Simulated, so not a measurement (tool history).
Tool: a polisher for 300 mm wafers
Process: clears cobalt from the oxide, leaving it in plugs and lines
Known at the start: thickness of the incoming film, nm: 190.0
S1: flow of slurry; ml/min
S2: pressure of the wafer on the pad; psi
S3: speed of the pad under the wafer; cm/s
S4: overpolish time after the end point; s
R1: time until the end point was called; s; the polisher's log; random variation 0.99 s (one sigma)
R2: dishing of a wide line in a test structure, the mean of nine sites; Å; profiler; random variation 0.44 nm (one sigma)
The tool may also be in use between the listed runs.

| run | hour | S1 | S2 | S3 | S4 | R1 | R2 |
|---|---|---|---|---|---|---|---|
| 1 | 0.0 | 265 | 1.3 | 78 | 15 | 79.031 | 231.21 |
| 2 | 8.5 | 265 | 1.5 | 78 | 15 | 68.660 | 254.52 |
| 3 | 15.2 | 265 | 1.6 | 78 | 14 | 64.355 | 249.56 |
| 4 | 17.0 | 225 | 1.6 | 78 | 14 | 67.634 | 252.71 |
| 5 | 17.5 | 225 | 1.6 | 86 | 14 | 59.936 | 260.45 |
| 6 | 22.6 | 225 | 1.6 | 86 | 19 | 60.670 | 319.07 |
| 7 | 27.4 | 235 | 1.6 | 86 | 17 | 60.900 | 283.37 |

Run 8 comes next. What will it give?
| 8 | 34.4 | 240 | 1.6 | 88 | 16 | ? | ? |

R1: 58.997 s
R2: 296.61 Å
